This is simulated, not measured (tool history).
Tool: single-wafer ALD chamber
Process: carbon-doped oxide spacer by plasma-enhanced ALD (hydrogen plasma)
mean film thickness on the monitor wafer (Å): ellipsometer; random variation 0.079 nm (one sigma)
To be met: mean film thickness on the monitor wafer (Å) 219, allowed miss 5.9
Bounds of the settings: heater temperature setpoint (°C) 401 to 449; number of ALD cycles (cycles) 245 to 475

| run | hour | heater temperature setpoint (°C) | number of ALD cycles (cycles) | mean film thickness on the monitor wafer (Å) |
|---|---|---|---|---|
| 1 | 0 | 425 | 360 | 185.04 |
| 2 | 1.6 | 423 | 374 | 192.84 |
| 3 | 4.2 | 422 | 385 | 198.52 |
| 4 | 7 | 421 | 394 | 205.59 |
| 5 | 14.5 | 420 | 398 | 207.03 |
| 6 | 15.5 | 420 | 449 | 233.95 |
| 7 | 22.2 | 422 | 444 | 229.64 |
| 8 | 24.7 | 423 | 441 | 227.49 |

4 next moves are on the table. One of them brings every result within its allowed miss. Which?
| A | 27.2 | 424 | 458 | ? |
| B | 27.2 | 427 | 431 | ? |
| C | 27.2 | 413 | 446 | ? |
| D | 27.2 | 412 | 434 | ? |

| move | mean film thickness on the monitor wafer (Å) |
|---|---|
| A | 235.82 |
| B | 220.02 |
| C | 236.83 |
| D | 231.09 |
A: further off than the last run
B: meets every target
C: further off than the last run
D: further off than the last run
The right move is B.
